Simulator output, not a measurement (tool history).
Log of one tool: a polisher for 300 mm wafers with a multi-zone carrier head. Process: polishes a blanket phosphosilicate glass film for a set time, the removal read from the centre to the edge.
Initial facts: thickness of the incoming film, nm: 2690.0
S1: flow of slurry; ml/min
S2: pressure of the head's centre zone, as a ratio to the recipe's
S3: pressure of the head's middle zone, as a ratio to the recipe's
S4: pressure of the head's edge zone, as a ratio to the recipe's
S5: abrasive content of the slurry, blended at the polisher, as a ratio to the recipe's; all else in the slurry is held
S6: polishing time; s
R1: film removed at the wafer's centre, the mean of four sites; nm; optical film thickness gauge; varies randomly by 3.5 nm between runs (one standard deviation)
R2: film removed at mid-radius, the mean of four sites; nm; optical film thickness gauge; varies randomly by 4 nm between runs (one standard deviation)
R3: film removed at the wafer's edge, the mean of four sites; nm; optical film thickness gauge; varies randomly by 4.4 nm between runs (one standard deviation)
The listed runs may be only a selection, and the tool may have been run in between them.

run 1 hour=0 | S1=185 S2=1 S3=1 S4=1 S5=1 S6=78 | R1=502.5 R2=474.59 R3=493.34
run 2 hour=1.5 | S1=175 S2=0.95 S3=1 S4=0.99 S5=0.85 S6=77 | R1=428.5 R2=430.24 R3=429.99
run 3 hour=6.2 | S1=175 S2=0.95 S3=1.08 S4=0.99 S5=0.85 S6=77 | R1=424.19 R2=456.95 R3=439.4
run 4 hour=12.4 | S1=175 S2=0.95 S3=1.08 S4=0.99 S5=0.7 S6=77 | R1=383.9 R2=416.13 R3=401.06
run 5 hour=16 | S1=165 S2=0.91 S3=1.06 S4=1.01 S5=0.65 S6=77 | R1=352.78 R2=380.35 R3=384.5
run 6 hour=23.5 | S1=155 S2=0.89 S3=1.07 S4=1.01 S5=0.65 S6=77 | R1=338.97 R2=386.1 R3=380.88
run 7 hour=32.3 | S1=155 S2=0.89 S3=1.07 S4=1.01 S5=0.65 S6=77 | R1=341.3 R2=386.81 R3=390.57

What will run 8 give?
run 8 hour=35 | S1=150 S2=0.87 S3=1.06 S4=1 S5=0.65 S6=77 | R1=? R2=? R3=?

{"run 8": {"R1": 326.53, "R2": 383.13, "R3": 371.56}}
